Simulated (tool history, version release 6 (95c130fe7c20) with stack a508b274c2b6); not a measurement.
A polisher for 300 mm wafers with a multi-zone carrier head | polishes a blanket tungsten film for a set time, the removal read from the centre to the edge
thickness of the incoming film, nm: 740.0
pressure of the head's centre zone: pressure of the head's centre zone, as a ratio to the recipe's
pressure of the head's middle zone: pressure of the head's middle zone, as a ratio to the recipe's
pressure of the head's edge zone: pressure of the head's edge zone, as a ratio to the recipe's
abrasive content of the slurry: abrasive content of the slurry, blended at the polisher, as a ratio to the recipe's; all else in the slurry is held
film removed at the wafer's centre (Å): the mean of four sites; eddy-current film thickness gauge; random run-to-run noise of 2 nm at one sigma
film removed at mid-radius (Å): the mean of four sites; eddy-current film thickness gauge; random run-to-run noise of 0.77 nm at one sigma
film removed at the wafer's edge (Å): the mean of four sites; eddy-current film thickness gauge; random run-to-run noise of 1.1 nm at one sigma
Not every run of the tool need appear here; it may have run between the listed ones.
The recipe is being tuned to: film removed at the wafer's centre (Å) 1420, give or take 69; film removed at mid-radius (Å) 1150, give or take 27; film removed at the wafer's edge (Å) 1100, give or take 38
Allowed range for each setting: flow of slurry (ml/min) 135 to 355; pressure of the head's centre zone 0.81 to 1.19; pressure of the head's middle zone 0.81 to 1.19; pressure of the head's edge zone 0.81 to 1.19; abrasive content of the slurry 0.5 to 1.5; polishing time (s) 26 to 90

run,hour,flow of slurry (ml/min),pressure of the head's centre zone,pressure of the head's middle zone,pressure of the head's edge zone,abrasive content of the slurry,polishing time (s),film removed at the wafer's centre (Å),film removed at mid-radius (Å),film removed at the wafer's edge (Å)
1,0,225,1,1,1,1,58,1992.4,1930.4,1918.3
2,7.3,225,1,1,1,1.1,58,2037.2,1947.9,1951.2
3,12.6,225,1,1,1,1.1,53,1878.2,1787.7,1756.9
4,17.2,225,1,1,1.04,1.1,53,1849,1801.1,1841.8
5,22.9,225,1,1,1.04,0.95,53,1819,1747.3,1769.6
6,24.2,220,1.01,0.97,0.98,0.8,49,1605.6,1528.5,1520.1
7,25.5,215,1.05,0.95,0.93,0.7,47,1591.2,1395.8,1386.8
8,34.1,210,1.06,0.94,0.9,0.65,45,1493.2,1303.6,1312.3
9,40.1,215,1.09,0.95,0.88,0.6,43,1414.4,1247,1217.9
10,41.1,215,1.12,0.95,0.86,0.55,43,1452.1,1242.8,1188.6
11,42.8,210,1.13,0.94,0.85,0.55,43,1452.4,1197.2,1187.8
12,47.7,205,1.15,0.95,0.84,0.55,42,1444.7,1191.4,1140.8
13,53.6,195,1.15,0.95,0.83,0.55,42,1447.5,1176.9,1136.8
14,57,185,1.15,0.96,0.81,0.5,41,1343.2,1131,1053.6

Which single option among these 5 for the next run brings every result within its allowed miss of target? Just one does.
A,60.4,140,1.16,1.02,0.81,0.5,41,?,?,?
B,60.4,180,1.17,0.93,0.81,0.5,40,?,?,?
C,60.4,175,1.15,0.94,0.81,0.5,43,?,?,?
D,60.4,195,1.12,1.03,0.83,0.5,39,?,?,?
E,60.4,140,1.08,0.99,0.84,0.6,42,?,?,?

move,film removed at the wafer's centre (Å),film removed at mid-radius (Å),film removed at the wafer's edge (Å)
A,1308.5,1118.5,1021.9
B,1368.2,1071.4,1037.7
C,1437.1,1155.4,1111.1
D,1297.8,1148,1031.9
E,1285.3,1153.8,1096.7
A: lands further from the targets than the last run did
B: lands further from the targets than the last run did
C: each result inside its tolerance
D: lands further from the targets than the last run did
E: brings the last run's worst result on target, with another outside its allowed miss
Go with C: it meets all targets.
